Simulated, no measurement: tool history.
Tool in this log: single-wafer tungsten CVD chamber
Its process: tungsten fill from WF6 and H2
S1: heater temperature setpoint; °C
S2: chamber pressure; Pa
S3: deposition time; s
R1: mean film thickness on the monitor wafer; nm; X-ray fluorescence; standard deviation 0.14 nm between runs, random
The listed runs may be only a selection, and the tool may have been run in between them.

run	hour	S1	S2	S3	R1
1	0.0	380	5106	32.6	70.343
2	6.7	377	5093	32.6	66.862
3	8.2	377	5440	32.6	68.705
4	11.3	386	5440	32.6	80.926
5	15.8	381	5426	32.6	73.658
6	20.6	381	5800	32.6	76.080
7	23.4	377	5786	32.6	70.877
8	28.8	374	5773	32.6	67.016

Estimate the outcome of run 9 from the log above:
9	29.8	371	5760	32.6	?

R1: 62.983 nm
